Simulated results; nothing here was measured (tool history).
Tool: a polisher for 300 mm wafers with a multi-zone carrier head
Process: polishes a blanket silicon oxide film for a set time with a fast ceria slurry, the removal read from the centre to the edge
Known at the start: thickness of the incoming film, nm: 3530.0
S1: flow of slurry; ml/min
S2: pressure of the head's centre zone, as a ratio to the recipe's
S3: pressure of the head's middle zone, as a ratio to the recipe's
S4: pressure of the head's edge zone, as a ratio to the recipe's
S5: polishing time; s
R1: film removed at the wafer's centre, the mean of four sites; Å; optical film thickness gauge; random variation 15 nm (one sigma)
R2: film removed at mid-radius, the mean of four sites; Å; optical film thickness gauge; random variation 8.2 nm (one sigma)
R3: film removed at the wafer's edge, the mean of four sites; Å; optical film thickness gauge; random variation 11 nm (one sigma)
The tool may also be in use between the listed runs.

run 1 hour=0 | S1=275 S2=1 S3=1 S4=1 S5=80 | R1=7309.6 R2=7202.5 R3=7114.5
run 2 hour=8.6 | S1=275 S2=1 S3=1 S4=1 S5=97 | R1=8945.2 R2=8662.7 R3=8810
run 3 hour=14 | S1=285 S2=1.05 S3=1.03 S4=1.02 S5=99 | R1=9506.6 R2=9198.6 R3=9054
run 4 hour=20.3 | S1=295 S2=1.09 S3=1.03 S4=1.02 S5=102 | R1=10308 R2=9643.8 R3=9327.8
run 5 hour=27.5 | S1=305 S2=1.12 S3=1.03 S4=1.03 S5=103 | R1=10814 R2=9608.6 R3=9439.5
run 6 hour=33.8 | S1=310 S2=1.14 S3=1.04 S4=1.04 S5=104 | R1=10803 R2=9802.5 R3=9584.9
run 7 hour=41.4 | S1=310 S2=1.15 S3=1.04 S4=1.03 S5=106 | R1=11180 R2=9914.9 R3=9683

Run 8 comes next. What will it give?
run 8 hour=42.4 | S1=315 S2=1.16 S3=1.04 S4=1.03 S5=107 | R1=? R2=? R3=?

{"run 8": {"R1": 11522, "R2": 10163, "R3": 9790.2}}
